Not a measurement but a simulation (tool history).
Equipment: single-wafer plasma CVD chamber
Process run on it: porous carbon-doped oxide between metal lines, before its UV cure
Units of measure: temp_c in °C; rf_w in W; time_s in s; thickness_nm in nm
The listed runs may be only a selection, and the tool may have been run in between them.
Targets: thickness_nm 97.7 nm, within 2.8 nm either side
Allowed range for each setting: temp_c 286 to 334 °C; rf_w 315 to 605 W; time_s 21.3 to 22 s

run  hour  temp_c  rf_w  time_s  thickness_nm
  1     0     310   460    21.3        112.22
  2   2.3     300   460    21.3        120.01
  3   7.8     305   460    21.3        115.46
  4  15.7     305   460    21.3        115.45
  5  19.8     311   450    21.3        110.49
  6  24.5     315   440    21.3        106.53
  7  29.1     318   435    21.3        103.66
  8  35.2     320   430    21.3        101.98

Exactly one of the 4 candidate moves below puts every result within its allowed miss. Which one?
  A  41.3     322   420    21.3             ?
  B  41.3     320   435      22             ?
  C  41.3     319   380    21.3             ?
  D  41.3     313   415      22             ?

move  thickness_nm
   A        98.928
   B        106.12
   C        92.223
   D        105.64
A: every result lands within tolerance
B: further off than the last run
C: pushes the last run's worst result past its target
D: further off than the last run
Answer: A
